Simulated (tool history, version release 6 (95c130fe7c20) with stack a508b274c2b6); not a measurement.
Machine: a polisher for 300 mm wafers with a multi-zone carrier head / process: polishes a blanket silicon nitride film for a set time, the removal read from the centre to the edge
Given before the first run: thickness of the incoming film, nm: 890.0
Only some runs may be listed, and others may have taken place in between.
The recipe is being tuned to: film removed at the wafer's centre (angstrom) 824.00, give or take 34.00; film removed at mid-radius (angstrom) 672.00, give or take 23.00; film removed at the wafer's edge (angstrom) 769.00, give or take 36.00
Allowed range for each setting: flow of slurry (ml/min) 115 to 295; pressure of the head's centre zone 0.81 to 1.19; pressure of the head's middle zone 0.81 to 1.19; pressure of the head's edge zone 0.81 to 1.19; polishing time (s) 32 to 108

| run | hour | flow of slurry (ml/min) | pressure of the head's centre zone | pressure of the head's middle zone | pressure of the head's edge zone | polishing time (s) | film removed at the wafer's centre (angstrom) | film removed at mid-radius (angstrom) | film removed at the wafer's edge (angstrom) |
|---|---|---|---|---|---|---|---|---|---|
| 1 | 0.0 | 190 | 1.00 | 1.00 | 1.00 | 70 | 1064.70 | 1114.30 | 1053.90 |
| 2 | 3.8 | 190 | 1.00 | 1.00 | 1.08 | 70 | 1066.50 | 1101.40 | 1096.10 |
| 3 | 11.9 | 190 | 1.00 | 1.00 | 1.08 | 77 | 1159.10 | 1192.20 | 1211.80 |
| 4 | 17.4 | 185 | 1.01 | 0.97 | 1.08 | 73 | 1096.60 | 1111.10 | 1133.60 |
| 5 | 19.5 | 185 | 1.03 | 0.95 | 1.09 | 69 | 1061.40 | 1042.30 | 1087.00 |
| 6 | 22.7 | 165 | 1.03 | 0.95 | 1.09 | 69 | 1051.50 | 1007.90 | 1070.90 |
| 7 | 26.9 | 160 | 1.04 | 0.93 | 1.08 | 66 | 1011.50 | 967.00 | 1030.20 |
| 8 | 31.9 | 190 | 1.14 | 0.83 | 1.12 | 47 | 812.31 | 643.99 | 741.36 |

Exercise: of the 4 proposed moves below, exactly one satisfies all targets within the stated allowed misses. Which move is it?
| A | 36.9 | 185 | 1.15 | 0.94 | 1.03 | 46 | ? | ? | ? |
| B | 36.9 | 240 | 1.10 | 0.89 | 0.97 | 45 | ? | ? | ? |
| C | 36.9 | 180 | 1.14 | 0.87 | 1.10 | 49 | ? | ? | ? |
| D | 36.9 | 170 | 1.13 | 0.81 | 1.11 | 48 | ? | ? | ? |

| move | film removed at the wafer's centre (angstrom) | film removed at mid-radius (angstrom) | film removed at the wafer's edge (angstrom) |
|---|---|---|---|
| A | 782.03 | 676.11 | 696.04 |
| B | 760.05 | 654.39 | 679.06 |
| C | 821.52 | 672.57 | 764.51 |
| D | 789.35 | 615.87 | 748.07 |
A: puts the biggest miss on target and leaves a different result outside tolerance
B: puts the biggest miss on target and leaves a different result outside tolerance
C: every result within its allowed miss
D: moves away from the targets compared with the last run
Correct choice: C, which meets every target
